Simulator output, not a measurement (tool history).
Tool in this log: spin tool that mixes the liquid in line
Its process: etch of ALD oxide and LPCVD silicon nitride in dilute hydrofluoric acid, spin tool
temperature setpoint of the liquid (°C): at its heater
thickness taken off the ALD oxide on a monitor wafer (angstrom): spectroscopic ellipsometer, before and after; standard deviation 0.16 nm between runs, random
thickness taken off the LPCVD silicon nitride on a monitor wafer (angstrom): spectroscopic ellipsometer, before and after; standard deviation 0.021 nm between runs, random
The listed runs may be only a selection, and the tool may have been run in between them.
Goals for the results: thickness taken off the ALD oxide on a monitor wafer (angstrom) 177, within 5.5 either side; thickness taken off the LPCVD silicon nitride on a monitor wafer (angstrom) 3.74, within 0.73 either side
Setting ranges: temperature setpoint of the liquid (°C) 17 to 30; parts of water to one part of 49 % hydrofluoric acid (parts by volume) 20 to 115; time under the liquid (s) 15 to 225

run	hour	temperature setpoint of the liquid (°C)	parts of water to one part of 49 % hydrofluoric acid (parts by volume)	time under the liquid (s)	thickness taken off the ALD oxide on a monitor wafer (angstrom)	thickness taken off the LPCVD silicon nitride on a monitor wafer (angstrom)
1	0	22	65	115	329.52	6.814
2	7.3	21.5	70	115	296.32	6.2696
3	9.3	23	70	115	314.34	7.4569
4	14.3	22.5	75	115	286.86	7.0373
5	19.2	22	75	115	279.55	6.4321
6	23.8	21.5	75	115	277.7	5.9118
7	27.2	21.5	80	115	253.96	5.772
8	31.8	21	80	115	256.81	5.2712
9	36.3	21	85	115	235.01	5.9202

Next run, 4 choices. One meets every target within its allowed miss, the rest don't. Which?
A	40.8	18	105	125	?	?
B	40.8	22	90	80	?	?
C	40.8	18.5	95	100	?	?
D	40.8	21	75	70	?	?

move	thickness taken off the ALD oxide on a monitor wafer (angstrom)	thickness taken off the LPCVD silicon nitride on a monitor wafer (angstrom)
A	179.67	4.0854
B	160.84	3.9916
C	163.96	3.7286
D	165.01	3.902
A: meets every target
B: takes the biggest miss from the last run beyond its target
C: takes the biggest miss from the last run beyond its target
D: takes the biggest miss from the last run beyond its target
A is the move that brings every result within its allowed miss.
